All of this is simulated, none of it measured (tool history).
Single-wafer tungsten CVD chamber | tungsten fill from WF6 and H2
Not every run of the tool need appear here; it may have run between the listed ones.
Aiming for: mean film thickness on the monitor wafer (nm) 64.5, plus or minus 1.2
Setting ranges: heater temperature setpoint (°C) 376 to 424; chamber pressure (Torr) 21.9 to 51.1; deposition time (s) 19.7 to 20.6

run	day	heater temperature setpoint (°C)	chamber pressure (Torr)	deposition time (s)	mean film thickness on the monitor wafer (nm)
1	0	400	36.5	20.6	66.229
2	0.358	400	42.7	20.6	71.275
3	0.425	400	39.1	20.6	68.742
4	0.796	400	44.3	20.6	73.064
5	1.125	400	44.3	20.6	72.789
# day 1.196: thermocouple changed; heater temperature recalibrated
6	1.196	400	44.3	20.6	76.687
7	1.25	398	44.3	20.6	74.125
8	1.325	394	44.1	20.6	68.984
9	1.567	393	44.1	20.6	68.299

Below are 4 possible settings for the next run. Only one of them brings all results inside the allowed miss of their targets. Which is it?
A	1.808	391	38.5	20.4	?
B	1.808	391	41.8	19.7	?
C	1.808	392	37.6	20.6	?
D	1.808	392	40.3	20.6	?

move	mean film thickness on the monitor wafer (nm)
A	60.746
B	61.068
C	61.67
D	63.818
A: carries the result that was furthest off beyond its target, to the other side
B: carries the result that was furthest off beyond its target, to the other side
C: carries the result that was furthest off beyond its target, to the other side
D: hits every target within its allowed miss
D is the move that brings every result within its allowed miss.
